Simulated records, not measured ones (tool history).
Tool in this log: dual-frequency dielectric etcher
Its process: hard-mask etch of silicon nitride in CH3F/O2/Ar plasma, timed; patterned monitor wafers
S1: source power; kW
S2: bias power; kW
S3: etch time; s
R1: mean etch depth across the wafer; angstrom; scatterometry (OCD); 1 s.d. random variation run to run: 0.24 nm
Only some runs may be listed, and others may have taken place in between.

run	hour	S1	S2	S3	R1
1	0	0.42	0.073	134.5	994.33
2	3.8	0.42	0.085	134.5	1047.1
3	10.5	0.43	0.085	134.5	1054.3
4	15.6	0.44	0.085	134.5	1059.6
5	17.5	0.45	0.085	134.5	1068.3
6	19	0.48	0.085	134.5	1091
7	25.7	0.49	0.085	134.5	1095.7

Expected results for the next run?
8	27.1	0.5	0.085	134.5	?

R1: 1105.8 angstrom
